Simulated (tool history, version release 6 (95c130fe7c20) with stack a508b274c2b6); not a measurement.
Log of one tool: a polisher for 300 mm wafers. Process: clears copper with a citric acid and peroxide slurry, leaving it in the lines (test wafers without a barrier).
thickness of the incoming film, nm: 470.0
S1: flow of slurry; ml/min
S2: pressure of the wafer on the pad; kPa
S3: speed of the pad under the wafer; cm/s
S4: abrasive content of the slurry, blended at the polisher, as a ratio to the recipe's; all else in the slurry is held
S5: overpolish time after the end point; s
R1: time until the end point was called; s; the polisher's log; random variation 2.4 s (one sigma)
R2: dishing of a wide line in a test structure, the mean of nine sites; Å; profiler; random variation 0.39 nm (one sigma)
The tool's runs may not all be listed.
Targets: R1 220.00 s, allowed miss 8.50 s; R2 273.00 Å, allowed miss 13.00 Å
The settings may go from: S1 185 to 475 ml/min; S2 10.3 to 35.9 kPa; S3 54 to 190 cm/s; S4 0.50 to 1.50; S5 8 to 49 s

run  hour   S1    S2   S3    S4  S5      R1      R2
  1   0.0  305  22.8  122  1.00  25  141.75  540.00
  2   0.9  305  21.4  122  1.00  23  154.19  478.51
  3   6.7  305  20.0  122  1.00  21  163.09  416.48
  4  15.0  305  20.0  122  0.90  21  167.83  413.71
  5  19.9  305  19.3  122  0.90  20  169.21  387.66
  6  24.1  305  19.3  122  0.75  20  176.70  393.57
  7  24.7  310  18.6  122  0.75  19  185.24  360.49
  8  27.9  310  17.9  122  0.75  18  193.47  332.22
  9  31.1  310  17.2  122  0.75  18  199.61  315.53

Which of these 5 next moves meets every target?
  A  34.3  325  15.2  114  0.85  23   ?   ?
  B  34.3  200  17.2  158  0.65  16   ?   ?
  C  34.3  345  16.5  108  0.70  17   ?   ?
  D  34.3  255  18.6  100  0.65  22   ?   ?
  E  34.3  325  17.9  128  0.75  21   ?   ?

move      R1      R2
   A  227.65  338.70
   B  178.63  307.57
   C  222.29  268.54
   D  217.09  342.32
   E  183.43  377.47
A: further off than the last run
B: further off than the last run
C: meets every target
D: further off than the last run
E: further off than the last run
Answer: C

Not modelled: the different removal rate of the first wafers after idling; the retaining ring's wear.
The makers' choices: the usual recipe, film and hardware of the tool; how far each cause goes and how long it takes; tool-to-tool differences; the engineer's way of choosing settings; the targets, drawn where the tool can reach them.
